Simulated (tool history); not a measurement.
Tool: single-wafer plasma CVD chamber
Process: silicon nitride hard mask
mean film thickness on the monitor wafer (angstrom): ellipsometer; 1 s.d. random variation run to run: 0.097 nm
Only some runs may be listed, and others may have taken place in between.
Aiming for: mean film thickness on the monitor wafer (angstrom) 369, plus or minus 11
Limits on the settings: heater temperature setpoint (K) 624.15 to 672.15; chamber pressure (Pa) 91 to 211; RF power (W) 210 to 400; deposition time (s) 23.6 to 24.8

| run | hour | heater temperature setpoint (K) | chamber pressure (Pa) | RF power (W) | deposition time (s) | mean film thickness on the monitor wafer (angstrom) |
|---|---|---|---|---|---|---|
| 1 | 0 | 648.15 | 151 | 305 | 24.8 | 311.72 |
| 2 | 1.3 | 648.15 | 127 | 305 | 24.8 | 295.15 |
| 3 | 5.1 | 648.15 | 127 | 280 | 24.8 | 270.85 |
| 4 | 8 | 648.15 | 133 | 285 | 24.8 | 279.35 |
| 5 | 13 | 648.15 | 152 | 285 | 24.8 | 291.6 |
| 6 | 16.6 | 648.15 | 152 | 285 | 24.8 | 290.92 |
| 7 | 21.5 | 648.15 | 156 | 290 | 24.8 | 297.7 |
| 8 | 26.5 | 648.15 | 160 | 295 | 24.8 | 306.67 |
| 9 | 28.2 | 648.15 | 164 | 300 | 24.8 | 315.2 |
| 10 | 33.3 | 648.15 | 168 | 305 | 24.8 | 320.63 |
| 11 | 37 | 648.15 | 171 | 310 | 24.8 | 327.84 |
| 12 | 39.4 | 648.15 | 173 | 315 | 24.8 | 335.28 |

4 next moves are on the table. One of them brings every result within its allowed miss. Which?
| A | 41.8 | 648.15 | 185 | 370 | 24.8 | ? |
| B | 41.8 | 655.15 | 149 | 330 | 24.8 | ? |
| C | 41.8 | 648.15 | 204 | 330 | 24.8 | ? |
| D | 41.8 | 648.15 | 187 | 375 | 24.8 | ? |

| move | mean film thickness on the monitor wafer (angstrom) |
|---|---|
| A | 391.72 |
| B | 332.35 |
| C | 364.84 |
| D | 396.68 |
A: moves the result that the last run missed by most past its target, out the other side
B: further off than the last run
C: each result inside its tolerance
D: moves the result that the last run missed by most past its target, out the other side
C is the move that brings every result within its allowed miss.

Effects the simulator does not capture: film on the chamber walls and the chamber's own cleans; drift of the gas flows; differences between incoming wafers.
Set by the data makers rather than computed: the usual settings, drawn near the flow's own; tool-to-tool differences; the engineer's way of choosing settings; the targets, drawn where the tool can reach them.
